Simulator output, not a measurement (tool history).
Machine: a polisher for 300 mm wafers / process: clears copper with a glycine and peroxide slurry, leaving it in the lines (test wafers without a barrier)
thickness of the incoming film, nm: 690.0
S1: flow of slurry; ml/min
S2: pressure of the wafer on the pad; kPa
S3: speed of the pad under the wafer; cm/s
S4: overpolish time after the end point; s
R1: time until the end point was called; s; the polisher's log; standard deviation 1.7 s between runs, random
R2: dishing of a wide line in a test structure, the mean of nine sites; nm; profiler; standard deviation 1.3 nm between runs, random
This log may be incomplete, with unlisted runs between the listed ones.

Run 1, hour 0: S1 130 ml/min, S2 11 kPa, S3 118 cm/s, S4 19 s. Result: R1 172.35 s, R2 43.576 nm.
Run 2, hour 6.2: S1 130 ml/min, S2 11 kPa, S3 118 cm/s, S4 25 s. Result: R1 173.68 s, R2 53.818 nm.
Run 3, hour 14.5: S1 130 ml/min, S2 12.4 kPa, S3 118 cm/s, S4 25 s. Result: R1 159.18 s, R2 56.729 nm.
Run 4, hour 19.6: S1 140 ml/min, S2 12.4 kPa, S3 118 cm/s, S4 25 s. Result: R1 160.08 s, R2 59.658 nm.
Run 5, hour 21.2: S1 140 ml/min, S2 12.4 kPa, S3 118 cm/s, S4 32 s. Result: R1 159.43 s, R2 68.336 nm.
Run 6, hour 22.1: S1 110 ml/min, S2 12.4 kPa, S3 118 cm/s, S4 32 s. Result: R1 169.01 s, R2 67.496 nm.
Run 7, hour 26.9: S1 115 ml/min, S2 13.8 kPa, S3 122 cm/s, S4 28 s. Result: R1 145.4 s, R2 65.944 nm.

What will run 8 give?
At hour 32.3: worn pad replaced by a new one.
Run 8, hour 32.3: S1 115 ml/min, S2 13.8 kPa, S3 122 cm/s, S4 28 s. Result: R1 ?, R2 ?.

Run 8 produced R1 131.7 s, R2 71.83 nm.
